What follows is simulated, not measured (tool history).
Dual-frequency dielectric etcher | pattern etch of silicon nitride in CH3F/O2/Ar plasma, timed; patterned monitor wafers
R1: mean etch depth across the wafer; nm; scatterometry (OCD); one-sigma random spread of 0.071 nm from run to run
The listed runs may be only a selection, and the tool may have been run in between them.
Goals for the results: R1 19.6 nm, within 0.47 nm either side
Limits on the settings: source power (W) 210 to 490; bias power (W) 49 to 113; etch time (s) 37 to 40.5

Run 1, hour 0: source power (W) 350, bias power (W) 81, etch time (s) 40.5. Result: R1 25.503 nm.
Run 2, hour 4.7: source power (W) 380, bias power (W) 81, etch time (s) 40.5. Result: R1 26.908 nm.
Run 3, hour 7.4: source power (W) 440, bias power (W) 81, etch time (s) 40.5. Result: R1 28.909 nm.
Run 4, hour 12.3: source power (W) 480, bias power (W) 81, etch time (s) 40.5. Result: R1 30.275 nm.
Run 5, hour 18.6: source power (W) 450, bias power (W) 77, etch time (s) 40. Result: R1 28.416 nm.
Run 6, hour 22.7: source power (W) 450, bias power (W) 77, etch time (s) 37. Result: R1 26.436 nm.
Run 7, hour 24.9: source power (W) 420, bias power (W) 76, etch time (s) 37. Result: R1 25.305 nm.
Run 8, hour 26.8: source power (W) 400, bias power (W) 75, etch time (s) 37. Result: R1 24.528 nm.
Run 9, hour 32.9: source power (W) 380, bias power (W) 74, etch time (s) 37. Result: R1 23.522 nm.
Run 10, hour 38.7: source power (W) 360, bias power (W) 74, etch time (s) 37. Result: R1 22.809 nm.
Run 11, hour 47.4: source power (W) 350, bias power (W) 74, etch time (s) 37. Result: R1 22.529 nm.
Run 12, hour 55.8: source power (W) 340, bias power (W) 74, etch time (s) 37. Result: R1 22.024 nm.
Run 13, hour 61: source power (W) 330, bias power (W) 74, etch time (s) 37. Result: R1 21.77 nm.
Run 14, hour 68.2: source power (W) 260, bias power (W) 68, etch time (s) 37. Result: R1 17.727 nm.
Run 15, hour 76.4: source power (W) 270, bias power (W) 68, etch time (s) 37. Result: R1 18.292 nm.

Consider the 4 candidate settings below. Which is the only one whose results all fall within their allowed miss of target?
Run A, hour 84.6: source power (W) 230, bias power (W) 82, etch time (s) 37. Result: R1 ?.
Run B, hour 84.6: source power (W) 250, bias power (W) 65, etch time (s) 37.5. Result: R1 ?.
Run C, hour 84.6: source power (W) 250, bias power (W) 52, etch time (s) 38.5. Result: R1 ?.
Run D, hour 84.6: source power (W) 260, bias power (W) 71, etch time (s) 40. Result: R1 ?.

move      R1
   A  17.435
   B   17.19
   C  16.163
   D  19.564
A: lands further from the targets than the last run did
B: lands further from the targets than the last run did
C: lands further from the targets than the last run did
D: all results land within tolerance of their targets
So the answer is move D, the one that meets all the targets.
